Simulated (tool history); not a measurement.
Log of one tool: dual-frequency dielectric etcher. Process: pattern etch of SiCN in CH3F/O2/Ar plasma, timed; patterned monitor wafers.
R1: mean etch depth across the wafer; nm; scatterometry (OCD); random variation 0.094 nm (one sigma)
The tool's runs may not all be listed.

Run 1, hour 0.0: source power (kW) 0.510, bias power (kW) 0.098, etch time (s) 47.5. Result: R1 22.293 nm.
Run 2, hour 3.1: source power (kW) 0.440, bias power (kW) 0.098, etch time (s) 47.5. Result: R1 21.222 nm.
Run 3, hour 8.4: source power (kW) 0.440, bias power (kW) 0.098, etch time (s) 47.5. Result: R1 21.427 nm.
Run 4, hour 14.0: source power (kW) 0.490, bias power (kW) 0.100, etch time (s) 47.5. Result: R1 21.968 nm.
Run 5, hour 18.9: source power (kW) 0.530, bias power (kW) 0.104, etch time (s) 47.5. Result: R1 23.127 nm.
Run 6, hour 26.0: source power (kW) 0.560, bias power (kW) 0.105, etch time (s) 47.5. Result: R1 23.544 nm.

Run 7 comes next. What will it give?
Run 7, hour 26.9: source power (kW) 0.660, bias power (kW) 0.111, etch time (s) 47.5. Result: R1 ?.

Run 7 gave R1 25.452 nm.
